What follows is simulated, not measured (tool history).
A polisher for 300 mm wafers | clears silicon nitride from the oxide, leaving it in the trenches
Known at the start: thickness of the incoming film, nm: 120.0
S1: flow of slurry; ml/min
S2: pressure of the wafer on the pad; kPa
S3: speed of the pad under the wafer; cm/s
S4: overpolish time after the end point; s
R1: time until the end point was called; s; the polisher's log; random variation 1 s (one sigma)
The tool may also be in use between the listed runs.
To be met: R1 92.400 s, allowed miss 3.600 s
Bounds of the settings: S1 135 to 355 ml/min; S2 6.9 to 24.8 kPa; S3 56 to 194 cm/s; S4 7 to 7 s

| run | day | S1 | S2 | S3 | S4 | R1 |
|---|---|---|---|---|---|---|
| 1 | 0.000 | 225 | 15.9 | 124 | 7 | 156.110 |
| 2 | 0.292 | 225 | 17.2 | 124 | 7 | 145.970 |
| 3 | 0.458 | 225 | 17.2 | 124 | 7 | 143.190 |
| 4 | 0.804 | 225 | 17.9 | 124 | 7 | 139.580 |
|  | 0.954 | worn pad replaced by a new one |
| 5 | 0.954 | 225 | 19.3 | 124 | 7 | 116.020 |
| 6 | 1.208 | 225 | 20.0 | 124 | 7 | 108.660 |
| 7 | 1.304 | 225 | 20.7 | 124 | 7 | 108.440 |
| 8 | 1.671 | 225 | 22.1 | 124 | 7 | 100.400 |
| 9 | 1.988 | 225 | 22.8 | 124 | 7 | 98.427 |

4 next moves are on the table. One of them brings every result within its allowed miss. Which?
| A | 2.304 | 245 | 21.4 | 126 | 7 | ? |
| B | 2.304 | 260 | 22.8 | 114 | 7 | ? |
| C | 2.304 | 260 | 24.1 | 134 | 7 | ? |
| D | 2.304 | 235 | 23.4 | 128 | 7 | ? |

| move | R1 |
|---|---|
| A | 99.963 |
| B | 103.120 |
| C | 83.220 |
| D | 90.242 |
A: further off than the last run
B: further off than the last run
C: takes the result that was furthest off past its target
D: meets every target
The right move is D.

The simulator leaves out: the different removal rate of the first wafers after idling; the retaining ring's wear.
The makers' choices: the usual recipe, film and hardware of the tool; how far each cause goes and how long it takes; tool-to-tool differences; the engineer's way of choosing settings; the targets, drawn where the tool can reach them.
